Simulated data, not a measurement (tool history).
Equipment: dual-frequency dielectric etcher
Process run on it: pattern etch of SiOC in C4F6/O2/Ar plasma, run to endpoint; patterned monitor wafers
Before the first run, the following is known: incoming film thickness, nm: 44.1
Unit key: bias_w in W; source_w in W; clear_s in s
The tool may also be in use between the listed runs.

run	hour	bias_w	source_w	clear_s
1	0	405	430	16.982
2	4.4	385	420	17.694
3	8.4	378	420	17.717
4	15.1	417	420	16.959
5	17.8	400	420	17.229
6	24.5	466	420	16.201
7	31.5	466	420	16.284
8	39	435	410	16.746

Expected results for the next run?
9	44.2	413	400	?

Run 9 produced clear_s 17.389 s.
